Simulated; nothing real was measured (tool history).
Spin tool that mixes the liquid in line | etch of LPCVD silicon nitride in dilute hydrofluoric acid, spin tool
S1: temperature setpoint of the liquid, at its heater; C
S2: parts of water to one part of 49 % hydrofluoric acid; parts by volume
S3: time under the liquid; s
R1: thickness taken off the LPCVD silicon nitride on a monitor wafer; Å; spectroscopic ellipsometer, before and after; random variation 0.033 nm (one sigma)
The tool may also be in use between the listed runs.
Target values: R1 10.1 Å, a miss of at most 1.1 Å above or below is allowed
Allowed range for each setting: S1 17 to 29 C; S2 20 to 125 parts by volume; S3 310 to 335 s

| run | day | S1 | S2 | S3 | R1 |
|---|---|---|---|---|---|
| 1 | 0 | 21 | 70 | 310 | 16.257 |
| 2 | 0.279 | 20.5 | 75 | 310 | 15.702 |
| 3 | 0.562 | 20 | 80 | 310 | 13.965 |
| 4 | 0.796 | 20 | 65 | 310 | 16.832 |
| 5 | 1.062 | 20 | 50 | 310 | 20.971 |
| 6 | 1.262 | 20 | 75 | 310 | 13.965 |
| 7 | 1.308 | 20 | 75 | 310 | 14.319 |
| 8 | 1.671 | 19.5 | 75 | 310 | 14.337 |
| 9 | 1.875 | 19 | 80 | 310 | 11.631 |
| 10 | 2.179 | 18.5 | 80 | 310 | 11.945 |

5 next moves are on the table. One of them brings every result within its allowed miss. Which?
| A | 2.483 | 21.5 | 85 | 320 | ? |
| B | 2.483 | 19.5 | 70 | 310 | ? |
| C | 2.483 | 19.5 | 90 | 320 | ? |
| D | 2.483 | 21 | 110 | 310 | ? |
| E | 2.483 | 19 | 70 | 310 | ? |

| move | R1 |
|---|---|
| A | 13.936 |
| B | 14.233 |
| C | 11.5 |
| D | 10.14 |
| E | 13.748 |
A: lands further from the targets than the last run did
B: lands further from the targets than the last run did
C: nearer the targets than the last run, but a result is still out of spec
D: all results in spec
E: lands further from the targets than the last run did
Go with D: it meets all targets.
